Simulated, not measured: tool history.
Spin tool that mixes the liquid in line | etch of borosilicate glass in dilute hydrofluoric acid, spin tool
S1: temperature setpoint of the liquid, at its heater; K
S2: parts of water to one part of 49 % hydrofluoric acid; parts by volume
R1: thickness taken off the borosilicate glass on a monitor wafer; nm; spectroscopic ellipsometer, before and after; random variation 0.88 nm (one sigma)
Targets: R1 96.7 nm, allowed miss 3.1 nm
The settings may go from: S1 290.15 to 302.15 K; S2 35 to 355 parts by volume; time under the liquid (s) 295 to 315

run 1 hour=0 | S1=294.15 S2=195 time_under_the_liquid_(s)=295 | R1=34.849
run 2 hour=6.1 | S1=293.15 S2=195 time_under_the_liquid_(s)=295 | R1=34.021
run 3 hour=13.1 | S1=293.15 S2=160 time_under_the_liquid_(s)=295 | R1=42.524
run 4 hour=14.2 | S1=294.65 S2=145 time_under_the_liquid_(s)=295 | R1=50.822
run 5 hour=17.5 | S1=294.65 S2=185 time_under_the_liquid_(s)=295 | R1=38.594
run 6 hour=21.8 | S1=292.65 S2=185 time_under_the_liquid_(s)=295 | R1=35.68
run 7 hour=29.1 | S1=294.15 S2=165 time_under_the_liquid_(s)=295 | R1=42.761
run 8 hour=33.4 | S1=295.65 S2=150 time_under_the_liquid_(s)=295 | R1=50.819
run 9 hour=42.1 | S1=296.65 S2=140 time_under_the_liquid_(s)=295 | R1=57.324
-- hour=43.5 thermometer replaced
run 10 hour=43.5 | S1=297.65 S2=130 time_under_the_liquid_(s)=295 | R1=60.671
run 11 hour=51.8 | S1=298.15 S2=120 time_under_the_liquid_(s)=295 | R1=69.249
run 12 hour=56.4 | S1=298.65 S2=115 time_under_the_liquid_(s)=295 | R1=74.047
run 13 hour=58.7 | S1=299.15 S2=110 time_under_the_liquid_(s)=295 | R1=77.158
run 14 hour=62.1 | S1=299.15 S2=110 time_under_the_liquid_(s)=295 | R1=77.073
run 15 hour=65.2 | S1=299.65 S2=105 time_under_the_liquid_(s)=295 | R1=84.384

Which of these 4 next moves meets every target?
run A hour=68.3 | S1=297.15 S2=85 time_under_the_liquid_(s)=315 | R1=?
run B hour=68.3 | S1=300.15 S2=90 time_under_the_liquid_(s)=295 | R1=?
run C hour=68.3 | S1=298.65 S2=130 time_under_the_liquid_(s)=300 | R1=?
run D hour=68.3 | S1=300.65 S2=100 time_under_the_liquid_(s)=310 | R1=?

move=A R1=104.34
move=B R1=103.22
move=C R1=65.176
move=D R1=98.199
A: takes the result that was furthest off past its target
B: takes the result that was furthest off past its target
C: further off than the last run
D: meets every target
Answer: D
